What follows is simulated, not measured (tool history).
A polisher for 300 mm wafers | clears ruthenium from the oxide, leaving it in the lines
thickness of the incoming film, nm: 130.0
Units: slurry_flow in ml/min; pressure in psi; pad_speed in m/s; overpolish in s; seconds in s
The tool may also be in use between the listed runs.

run 1 hour=0 | slurry_flow=290 pressure=2.6 pad_speed=1.1 overpolish=26 | seconds=95.17
run 2 hour=1.4 | slurry_flow=290 pressure=2.8 pad_speed=1.1 overpolish=26 | seconds=88.665
run 3 hour=9.4 | slurry_flow=250 pressure=2.8 pad_speed=1.1 overpolish=26 | seconds=90.032
run 4 hour=15.4 | slurry_flow=250 pressure=3 pad_speed=1.1 overpolish=26 | seconds=85.231
run 5 hour=20.3 | slurry_flow=285 pressure=3 pad_speed=1.1 overpolish=26 | seconds=82.162
run 6 hour=23.5 | slurry_flow=245 pressure=3 pad_speed=1.1 overpolish=26 | seconds=82.877
run 7 hour=28.8 | slurry_flow=245 pressure=3.1 pad_speed=1.1 overpolish=26 | seconds=82.278

Run 8 comes next. What will it give?
run 8 hour=31.9 | slurry_flow=245 pressure=3.2 pad_speed=1.1 overpolish=26 | seconds=?

{"run 8": {"seconds": 80.601}}
